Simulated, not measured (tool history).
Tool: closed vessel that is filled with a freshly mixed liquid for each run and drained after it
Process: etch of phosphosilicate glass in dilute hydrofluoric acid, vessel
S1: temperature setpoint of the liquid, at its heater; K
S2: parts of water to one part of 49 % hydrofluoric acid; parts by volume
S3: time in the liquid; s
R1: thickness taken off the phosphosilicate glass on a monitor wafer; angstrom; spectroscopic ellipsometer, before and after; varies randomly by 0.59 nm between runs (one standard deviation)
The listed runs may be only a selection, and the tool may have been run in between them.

run,day,S1,S2,S3,R1
1,0.000,297.15,75,30,888.83
2,0.146,297.15,50,30,1372.20
3,0.483,295.65,50,30,1315.00
4,0.600,295.65,50,30,1298.20
5,0.729,294.65,55,30,1130.70
6,0.783,294.65,40,30,1579.60
7,0.883,293.65,45,30,1333.40
8,0.975,293.15,50,30,1176.40
9,1.033,292.65,55,30,1039.30
10,1.367,292.15,55,30,1019.60

Predict the results of run 11:
11,1.654,291.65,55,30,?

Run 11 yielded R1 1004.60 angstrom.
